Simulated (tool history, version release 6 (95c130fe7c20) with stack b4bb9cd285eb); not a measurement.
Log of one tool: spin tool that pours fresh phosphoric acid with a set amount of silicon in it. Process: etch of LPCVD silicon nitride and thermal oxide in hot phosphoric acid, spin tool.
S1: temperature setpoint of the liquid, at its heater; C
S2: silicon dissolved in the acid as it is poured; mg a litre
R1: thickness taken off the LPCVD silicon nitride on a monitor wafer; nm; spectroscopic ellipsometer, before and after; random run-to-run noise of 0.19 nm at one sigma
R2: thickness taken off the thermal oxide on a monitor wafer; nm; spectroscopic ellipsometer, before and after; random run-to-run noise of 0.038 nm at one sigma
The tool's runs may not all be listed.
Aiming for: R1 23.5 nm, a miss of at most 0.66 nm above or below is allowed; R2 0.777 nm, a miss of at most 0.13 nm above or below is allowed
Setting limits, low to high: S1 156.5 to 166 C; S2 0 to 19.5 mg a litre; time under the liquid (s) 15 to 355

Run 1, hour 0: S1 161 C, S2 8.5 mg a litre, time under the liquid (s) 180. Result: R1 13.3 nm, R2 0.47183 nm.
Run 2, hour 2.7: S1 163 C, S2 8.5 mg a litre, time under the liquid (s) 180. Result: R1 13.959 nm, R2 0.53847 nm.
Run 3, hour 10.3: S1 163 C, S2 10.5 mg a litre, time under the liquid (s) 210. Result: R1 16.538 nm, R2 0.61257 nm.
Run 4, hour 14.3: S1 163 C, S2 12 mg a litre, time under the liquid (s) 230. Result: R1 18.077 nm, R2 0.64528 nm.
Run 5, hour 19.4: S1 163 C, S2 14 mg a litre, time under the liquid (s) 230. Result: R1 18.118 nm, R2 0.62181 nm.
Run 6, hour 26.8: S1 163 C, S2 14 mg a litre, time under the liquid (s) 160. Result: R1 12.52 nm, R2 0.45122 nm.
Run 7, hour 32.6: S1 163 C, S2 14.5 mg a litre, time under the liquid (s) 195. Result: R1 15.416 nm, R2 0.52318 nm.
Run 8, hour 37.1: S1 163.5 C, S2 15.5 mg a litre, time under the liquid (s) 215. Result: R1 17.204 nm, R2 0.56402 nm.
Run 9, hour 40.4: S1 164 C, S2 15.5 mg a litre, time under the liquid (s) 230. Result: R1 18.68 nm, R2 0.68243 nm.
Run 10, hour 42.1: S1 164 C, S2 16 mg a litre, time under the liquid (s) 245. Result: R1 19.881 nm, R2 0.70556 nm.

Below are 5 possible settings for the next run. Only one of them brings all results inside the allowed miss of their targets. Which is it?
Run A, hour 43.8: S1 166 C, S2 11.5 mg a litre, time under the liquid (s) 190. Result: R1 ?, R2 ?.
Run B, hour 43.8: S1 162.5 C, S2 15 mg a litre, time under the liquid (s) 305. Result: R1 ?, R2 ?.
Run C, hour 43.8: S1 163.5 C, S2 19 mg a litre, time under the liquid (s) 315. Result: R1 ?, R2 ?.
Run D, hour 43.8: S1 166 C, S2 11.5 mg a litre, time under the liquid (s) 285. Result: R1 ?, R2 ?.
Run E, hour 43.8: S1 158.5 C, S2 19.5 mg a litre, time under the liquid (s) 335. Result: R1 ?, R2 ?.

move      R1       R2
   A    16.4  0.70668
   B   23.46  0.80888
   C  25.045  0.80887
   D    24.6     1.06
   E  22.535  0.58664
A: its largest miss is bigger than the last run's
B: every result within its allowed miss
C: pushes the last run's worst result past its target
D: pushes the last run's worst result past its target
E: closer than the last run, but not yet in spec
B is the move that brings every result within its allowed miss.
